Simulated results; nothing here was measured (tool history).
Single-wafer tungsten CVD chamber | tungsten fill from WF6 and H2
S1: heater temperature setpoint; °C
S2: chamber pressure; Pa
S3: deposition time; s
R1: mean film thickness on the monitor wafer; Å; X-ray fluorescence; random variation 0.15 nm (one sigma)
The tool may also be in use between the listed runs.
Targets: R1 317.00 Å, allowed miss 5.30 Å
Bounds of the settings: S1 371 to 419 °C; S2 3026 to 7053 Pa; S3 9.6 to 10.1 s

run	hour	S1	S2	S3	R1
1	0.0	395	5040	10.1	294.83
2	2.6	396	5040	10.1	297.55
3	6.5	396	4213	10.1	275.03
4	12.9	387	4213	10.1	234.21
5	18.5	390	4226	10.1	246.97
6	22.8	390	4226	9.6	234.38
7	23.4	393	4240	9.6	246.37
8	26.2	396	4253	9.6	264.95
9	33.9	398	4253	9.6	271.45
10	35.3	398	4253	9.6	270.40
11	40.6	400	4253	9.6	279.98
12	47.3	401	4253	9.6	287.89
13	52.4	402	4253	9.6	287.25
14	58.6	409	4280	9.6	326.35

Which of these 5 next moves meets every target?
A	64.8	408	4693	9.8	?
B	64.8	408	4040	10.1	?
C	64.8	413	3200	10.1	?
D	64.8	416	3573	9.6	?
E	64.8	409	4506	9.6	?

move	R1
A	342.10
B	327.26
C	314.31
D	330.69
E	333.77
A: further off than the last run
B: further off than the last run
C: meets every target
D: further off than the last run
E: further off than the last run
Answer: C
